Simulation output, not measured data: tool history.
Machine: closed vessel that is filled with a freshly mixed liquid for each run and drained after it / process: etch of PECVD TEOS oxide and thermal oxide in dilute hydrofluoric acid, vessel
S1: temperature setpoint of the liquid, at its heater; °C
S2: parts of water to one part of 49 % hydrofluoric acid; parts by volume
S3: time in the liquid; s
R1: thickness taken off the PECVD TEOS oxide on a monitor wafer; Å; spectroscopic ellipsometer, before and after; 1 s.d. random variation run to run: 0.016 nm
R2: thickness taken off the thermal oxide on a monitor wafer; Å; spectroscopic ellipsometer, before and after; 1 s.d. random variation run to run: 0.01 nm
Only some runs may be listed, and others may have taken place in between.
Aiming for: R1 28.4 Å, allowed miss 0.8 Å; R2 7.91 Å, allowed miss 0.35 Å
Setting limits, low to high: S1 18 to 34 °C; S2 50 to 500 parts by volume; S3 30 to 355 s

Run 1, hour 0: S1 26 °C, S2 275 parts by volume, S3 180 s. Result: R1 93.265 Å, R2 26.255 Å.
Run 2, hour 2.6: S1 23.5 °C, S2 275 parts by volume, S3 180 s. Result: R1 84.905 Å, R2 23.656 Å.
Run 3, hour 10.5: S1 23.5 °C, S2 275 parts by volume, S3 210 s. Result: R1 98.69 Å, R2 28.002 Å.
Run 4, hour 18.4: S1 25 °C, S2 275 parts by volume, S3 210 s. Result: R1 105.37 Å, R2 29.47 Å.
Run 5, hour 24: S1 24 °C, S2 305 parts by volume, S3 210 s. Result: R1 88.84 Å, R2 25.046 Å.
At hour 31.5: thermometer replaced.
Run 6, hour 31.5: S1 26 °C, S2 305 parts by volume, S3 210 s. Result: R1 101.9 Å, R2 28.094 Å.
Run 7, hour 40.3: S1 25 °C, S2 330 parts by volume, S3 210 s. Result: R1 88.661 Å, R2 24.494 Å.
Run 8, hour 45.4: S1 24 °C, S2 350 parts by volume, S3 205 s. Result: R1 76.839 Å, R2 21.438 Å.
Run 9, hour 49: S1 23.5 °C, S2 370 parts by volume, S3 200 s. Result: R1 68.609 Å, R2 19.221 Å.
Run 10, hour 53.3: S1 19.5 °C, S2 480 parts by volume, S3 160 s. Result: R1 33.927 Å, R2 9.6015 Å.
Run 11, hour 56.2: S1 19.5 °C, S2 485 parts by volume, S3 160 s. Result: R1 33.465 Å, R2 9.0638 Å.
Run 12, hour 59.5: S1 18.5 °C, S2 495 parts by volume, S3 150 s. Result: R1 29.326 Å, R2 8.3512 Å.

Which single option among these 4 for the next run brings every result within its allowed miss of target? Just one does.
Run A, hour 62.8: S1 20 °C, S2 500 parts by volume, S3 140 s. Result: R1 ?, R2 ?.
Run B, hour 62.8: S1 18 °C, S2 435 parts by volume, S3 130 s. Result: R1 ?, R2 ?.
Run C, hour 62.8: S1 22.5 °C, S2 445 parts by volume, S3 120 s. Result: R1 ?, R2 ?.
Run D, hour 62.8: S1 19.5 °C, S2 475 parts by volume, S3 145 s. Result: R1 ?, R2 ?.

move      R1      R2
   A  28.404  7.9858
   B  29.778  8.3722
   C  31.048  8.7292
   D  31.049  8.7295
A: every result within its allowed miss
B: moves away from the targets compared with the last run
C: moves away from the targets compared with the last run
D: moves away from the targets compared with the last run
So the answer is move A, the one that meets all the targets.

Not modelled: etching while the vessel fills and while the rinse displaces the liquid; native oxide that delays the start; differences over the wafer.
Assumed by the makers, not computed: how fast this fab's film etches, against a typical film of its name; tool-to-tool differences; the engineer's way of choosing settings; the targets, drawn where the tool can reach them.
